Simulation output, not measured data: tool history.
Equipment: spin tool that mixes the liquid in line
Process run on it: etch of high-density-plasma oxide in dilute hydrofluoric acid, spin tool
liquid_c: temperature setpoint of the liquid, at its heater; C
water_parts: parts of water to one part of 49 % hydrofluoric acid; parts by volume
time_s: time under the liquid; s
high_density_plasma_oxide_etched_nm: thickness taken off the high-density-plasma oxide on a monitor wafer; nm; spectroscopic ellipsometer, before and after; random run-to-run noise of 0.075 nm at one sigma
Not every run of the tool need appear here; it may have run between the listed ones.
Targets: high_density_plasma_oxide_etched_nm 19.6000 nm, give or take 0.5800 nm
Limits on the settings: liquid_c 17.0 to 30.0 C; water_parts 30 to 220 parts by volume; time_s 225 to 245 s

run,day,liquid_c,water_parts,time_s,high_density_plasma_oxide_etched_nm
1,0.000,22.0,125,225,9.7528
2,0.238,22.0,125,245,10.6530
3,0.400,23.5,115,245,12.4190
4,0.638,20.5,115,245,11.0390
5,0.800,20.5,140,245,8.7565
6,0.954,23.5,140,245,9.9421
7,1.246,25.0,130,245,11.4680
8,1.450,26.0,120,245,13.1410
9,1.646,27.0,115,245,14.2000
10,1.975,27.5,110,245,15.3000
11,2.271,28.0,105,245,16.5210
12,2.538,28.5,105,245,16.8840

Which single option among these 5 for the next run brings every result within its allowed miss of target? Just one does.
A,2.804,26.5,105,225,?
B,2.804,27.5,110,225,?
C,2.804,27.0,80,225,?
D,2.804,29.0,105,225,?
E,2.804,24.0,80,235,?

move,high_density_plasma_oxide_etched_nm
A,14.1680
B,13.9610
C,19.6000
D,15.5850
E,18.1730
A: its largest miss is bigger than the last run's
B: its largest miss is bigger than the last run's
C: all results land within tolerance of their targets
D: its largest miss is bigger than the last run's
E: closer than the last run, but not yet in spec
Move C is the one to make.

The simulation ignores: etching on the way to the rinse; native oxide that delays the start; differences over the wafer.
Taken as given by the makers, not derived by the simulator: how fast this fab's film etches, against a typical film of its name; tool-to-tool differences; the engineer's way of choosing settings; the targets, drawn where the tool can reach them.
